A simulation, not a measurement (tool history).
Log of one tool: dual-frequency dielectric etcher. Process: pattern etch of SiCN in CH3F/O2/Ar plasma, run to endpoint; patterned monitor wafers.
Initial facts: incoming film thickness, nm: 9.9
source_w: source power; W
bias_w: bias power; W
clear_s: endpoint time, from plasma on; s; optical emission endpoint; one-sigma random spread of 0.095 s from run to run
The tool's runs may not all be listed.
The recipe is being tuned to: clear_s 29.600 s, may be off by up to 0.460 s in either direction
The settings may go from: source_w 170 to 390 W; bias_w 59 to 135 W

run	hour	source_w	bias_w	clear_s
1	0.0	280	97	25.631
2	8.2	280	81	27.009
3	10.3	320	81	26.166
4	11.0	290	79	26.919
5	19.2	290	87	26.280
6	22.8	260	85	27.187
# hour 28.8: bias power generator calibrated
7	28.8	240	84	28.320
8	34.8	230	84	28.508
9	36.5	220	84	28.874
10	42.2	220	84	28.759
11	44.3	220	84	28.980
12	45.1	220	84	28.744

Consider the 5 candidate settings below. Which is the only one whose results all fall within their allowed miss of target?
A	45.9	170	95	?
B	45.9	300	71	?
C	45.9	240	62	?
D	45.9	250	85	?
E	45.9	190	80	?

move	clear_s
A	29.613
B	27.652
C	30.601
D	27.666
E	30.341
A: every result within its allowed miss
B: lands further from the targets than the last run did
C: carries the result that was furthest off beyond its target, to the other side
D: lands further from the targets than the last run did
E: carries the result that was furthest off beyond its target, to the other side
The right move is A.
